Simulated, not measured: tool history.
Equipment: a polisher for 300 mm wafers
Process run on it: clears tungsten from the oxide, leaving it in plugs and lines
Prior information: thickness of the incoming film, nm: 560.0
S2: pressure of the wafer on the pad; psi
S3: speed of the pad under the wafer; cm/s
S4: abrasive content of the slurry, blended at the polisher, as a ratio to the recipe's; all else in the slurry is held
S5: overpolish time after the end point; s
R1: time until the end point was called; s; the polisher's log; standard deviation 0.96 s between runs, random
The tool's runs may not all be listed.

run 1 hour=0 | flow_of_slurry_(ml/min)=205 S2=3.5 S3=130 S4=1 S5=44 | R1=94.774
run 2 hour=6.7 | flow_of_slurry_(ml/min)=255 S2=3.5 S3=130 S4=1 S5=44 | R1=90.324
run 3 hour=8.2 | flow_of_slurry_(ml/min)=255 S2=3.5 S3=130 S4=1.15 S5=44 | R1=88.456
run 4 hour=16.5 | flow_of_slurry_(ml/min)=255 S2=3.5 S3=130 S4=1.15 S5=44 | R1=90.471
run 5 hour=25.1 | flow_of_slurry_(ml/min)=255 S2=3.7 S3=132 S4=1.15 S5=44 | R1=80.071
run 6 hour=28.3 | flow_of_slurry_(ml/min)=255 S2=3.7 S3=132 S4=0.95 S5=44 | R1=85.889
run 7 hour=33.8 | flow_of_slurry_(ml/min)=255 S2=3.9 S3=134 S4=0.95 S5=44 | R1=79.228
run 8 hour=36.6 | flow_of_slurry_(ml/min)=255 S2=4.1 S3=134 S4=0.95 S5=44 | R1=78.326
run 9 hour=45.2 | flow_of_slurry_(ml/min)=255 S2=4.3 S3=138 S4=0.95 S5=44 | R1=73.232
run 10 hour=47.5 | flow_of_slurry_(ml/min)=255 S2=4.4 S3=140 S4=0.95 S5=44 | R1=68.02
run 11 hour=51.4 | flow_of_slurry_(ml/min)=255 S2=4.5 S3=142 S4=0.95 S5=44 | R1=70.555
run 12 hour=54.6 | flow_of_slurry_(ml/min)=255 S2=4.6 S3=146 S4=0.95 S5=44 | R1=65.028
run 13 hour=55.8 | flow_of_slurry_(ml/min)=255 S2=4.7 S3=148 S4=0.95 S5=44 | R1=62.719

Forecast run 14:
run 14 hour=64.7 | flow_of_slurry_(ml/min)=255 S2=4.7 S3=148 S4=0.95 S5=44 | R1=?

R1: 64.296 s

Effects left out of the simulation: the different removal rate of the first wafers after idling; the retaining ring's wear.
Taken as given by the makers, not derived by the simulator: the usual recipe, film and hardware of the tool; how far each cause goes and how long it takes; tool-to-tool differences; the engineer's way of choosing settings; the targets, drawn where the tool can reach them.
